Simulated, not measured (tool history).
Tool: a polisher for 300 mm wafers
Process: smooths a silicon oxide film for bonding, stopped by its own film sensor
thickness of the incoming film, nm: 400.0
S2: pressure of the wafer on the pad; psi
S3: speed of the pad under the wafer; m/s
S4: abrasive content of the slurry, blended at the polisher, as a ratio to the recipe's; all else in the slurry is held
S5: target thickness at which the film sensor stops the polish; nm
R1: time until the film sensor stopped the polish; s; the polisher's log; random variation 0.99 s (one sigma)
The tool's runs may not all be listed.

Run 1, hour 0: flow of slurry (ml/min) 210, S2 2.2 psi, S3 1.08 m/s, S4 1, S5 281 nm. Result: R1 172.46 s.
Run 2, hour 5.8: flow of slurry (ml/min) 215, S2 2.4 psi, S3 1.08 m/s, S4 1, S5 281 nm. Result: R1 162.46 s.
Run 3, hour 11.1: flow of slurry (ml/min) 215, S2 2.4 psi, S3 0.9 m/s, S4 1, S5 281 nm. Result: R1 188.3 s.
Run 4, hour 14.9: flow of slurry (ml/min) 215, S2 2.7 psi, S3 0.94 m/s, S4 1, S5 281 nm. Result: R1 164.39 s.
Run 5, hour 22.9: flow of slurry (ml/min) 215, S2 2.7 psi, S3 0.94 m/s, S4 1.2, S5 281 nm. Result: R1 152.4 s.
Run 6, hour 31.8: flow of slurry (ml/min) 215, S2 2.4 psi, S3 0.94 m/s, S4 1.2, S5 281 nm. Result: R1 167.13 s.

The next listed run, before its measurement:
Run 7, hour 34.9: flow of slurry (ml/min) 215, S2 2.7 psi, S3 0.96 m/s, S4 1.2, S5 281 nm. Result: R1 ?.

Run 7 gave R1 151.28 s.
